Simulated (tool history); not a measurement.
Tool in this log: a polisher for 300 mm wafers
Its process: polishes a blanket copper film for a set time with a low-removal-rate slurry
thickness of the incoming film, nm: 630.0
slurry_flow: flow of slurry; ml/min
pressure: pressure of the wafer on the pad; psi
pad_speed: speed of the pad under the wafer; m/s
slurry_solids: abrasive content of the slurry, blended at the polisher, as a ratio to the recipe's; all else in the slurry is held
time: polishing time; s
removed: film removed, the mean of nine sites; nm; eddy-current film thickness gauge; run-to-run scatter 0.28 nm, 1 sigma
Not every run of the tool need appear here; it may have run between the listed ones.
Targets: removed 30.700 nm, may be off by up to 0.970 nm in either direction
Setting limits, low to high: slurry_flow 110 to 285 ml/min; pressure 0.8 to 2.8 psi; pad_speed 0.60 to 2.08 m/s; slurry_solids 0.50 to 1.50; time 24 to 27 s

run	hour	slurry_flow	pressure	pad_speed	slurry_solids	time	removed
1	0.0	180	1.8	1.34	1.00	27	56.956
2	8.5	180	1.5	1.34	1.00	27	46.667
3	10.0	175	1.3	1.34	1.00	27	41.114
4	11.5	175	1.3	1.34	1.10	27	42.098
5	17.0	160	1.3	1.34	1.10	27	41.344
# hour 18.3: slurry blender recalibrated
6	18.3	185	1.3	1.34	1.10	27	43.206
7	26.2	170	1.2	1.34	1.10	27	39.356
8	34.2	160	1.1	1.34	1.10	27	36.348
9	39.8	150	1.0	1.34	1.10	27	32.916
10	43.1	140	1.0	1.34	1.10	27	32.191
11	51.5	135	1.0	1.34	1.10	27	32.172
12	54.7	130	1.0	1.34	1.10	27	31.792

Below are 5 possible settings for the next run. Only one of them brings all results inside the allowed miss of their targets. Which is it?
A	57.9	160	1.0	1.38	1.10	26	?
B	57.9	110	1.0	1.30	1.05	26	?
C	57.9	185	1.0	1.30	1.20	27	?
D	57.9	110	0.9	1.50	1.05	27	?
E	57.9	140	1.0	1.46	1.05	26	?

move	removed
A	32.816
B	28.439
C	33.490
D	30.721
E	33.526
A: its largest miss is bigger than the last run's
B: moves the result that the last run missed by most past its target, out the other side
C: its largest miss is bigger than the last run's
D: meets every target
E: its largest miss is bigger than the last run's
Go with D: it meets all targets.
